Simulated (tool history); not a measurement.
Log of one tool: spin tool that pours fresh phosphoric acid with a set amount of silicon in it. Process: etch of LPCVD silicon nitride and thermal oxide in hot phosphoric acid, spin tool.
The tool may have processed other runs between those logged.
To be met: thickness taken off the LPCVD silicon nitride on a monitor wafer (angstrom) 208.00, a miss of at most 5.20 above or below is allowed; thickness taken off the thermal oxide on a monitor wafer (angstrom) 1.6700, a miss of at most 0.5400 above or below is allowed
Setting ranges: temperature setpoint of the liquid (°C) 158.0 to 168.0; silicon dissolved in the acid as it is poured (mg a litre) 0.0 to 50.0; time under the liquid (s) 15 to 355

run	hour	temperature setpoint of the liquid (°C)	silicon dissolved in the acid as it is poured (mg a litre)	time under the liquid (s)	thickness taken off the LPCVD silicon nitride on a monitor wafer (angstrom)	thickness taken off the thermal oxide on a monitor wafer (angstrom)
1	0.0	163.0	26.5	180	176.50	2.8892
2	4.7	163.0	26.5	110	107.69	2.2007
3	13.6	164.0	26.5	110	110.22	2.0313
4	21.9	164.0	19.5	110	111.13	2.9300
5	23.5	164.0	19.5	175	176.66	4.1587
6	31.1	165.5	19.5	175	183.82	5.5397
7	32.1	165.5	23.5	180	192.15	3.9751
8	35.2	165.5	26.0	180	190.96	3.6280
9	37.1	167.0	43.0	195	217.55	1.7841

Pick the move, out of 4, that brings all results within their allowed miss; only one does.
A	39.0	167.0	39.5	205	?	?
B	39.0	167.5	43.0	195	?	?
C	39.0	166.5	46.5	190	?	?
D	39.0	167.0	31.0	190	?	?

move	thickness taken off the LPCVD silicon nitride on a monitor wafer (angstrom)	thickness taken off the thermal oxide on a monitor wafer (angstrom)
A	229.54	2.9185
B	221.91	2.2277
C	209.31	1.7593
D	212.74	4.1883
A: misses by more than the last run did
B: misses by more than the last run did
C: meets every target
D: puts the biggest miss on target and leaves a different result outside tolerance
C is the move that brings every result within its allowed miss.
